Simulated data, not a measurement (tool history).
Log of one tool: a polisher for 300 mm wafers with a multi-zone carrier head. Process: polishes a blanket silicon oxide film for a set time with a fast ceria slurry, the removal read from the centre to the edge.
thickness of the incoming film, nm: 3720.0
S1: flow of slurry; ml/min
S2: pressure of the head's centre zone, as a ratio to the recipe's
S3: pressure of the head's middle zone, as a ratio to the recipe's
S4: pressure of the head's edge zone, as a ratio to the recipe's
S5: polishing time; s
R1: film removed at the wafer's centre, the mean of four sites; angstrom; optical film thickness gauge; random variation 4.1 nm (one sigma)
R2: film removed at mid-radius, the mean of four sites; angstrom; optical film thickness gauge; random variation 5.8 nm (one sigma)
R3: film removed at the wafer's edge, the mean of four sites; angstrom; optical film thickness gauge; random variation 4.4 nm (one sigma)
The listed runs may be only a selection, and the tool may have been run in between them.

run,hour,S1,S2,S3,S4,S5,R1,R2,R3
1,0,195,1,1,1,63,7964.7,7816.1,8050.8
2,2.9,170,1,1,1,63,7750.1,7734,7893.9
3,9.7,165,0.98,0.98,1,61,7231.8,7275.1,7580.5
4,11.3,165,0.98,0.98,1,71,8474.4,8398.1,8771.5
5,19,165,0.98,0.98,1,65,7713.9,7721.4,7999.6
6,23.8,165,0.98,1.01,1,65,7708.3,7946.7,7926.1
7,25.3,160,0.96,0.99,0.99,63,7311.3,7422.3,7820.1
8,30.2,155,0.95,0.98,0.98,61,7006.1,7259,7404.3
9,35.7,150,0.93,0.96,0.99,59,6576.2,6740.5,7243.3
10,39.9,145,0.92,0.95,0.99,58,6377.8,6721.7,7019.7
11,48.8,145,0.91,0.93,1,56,6084,6340.5,6804

The next listed run, before its measurement:
12,52.5,140,0.9,0.91,1.01,55,?,?,?

R1: 5879.1 angstrom
R2: 5948.4 angstrom
R3: 6752.1 angstrom
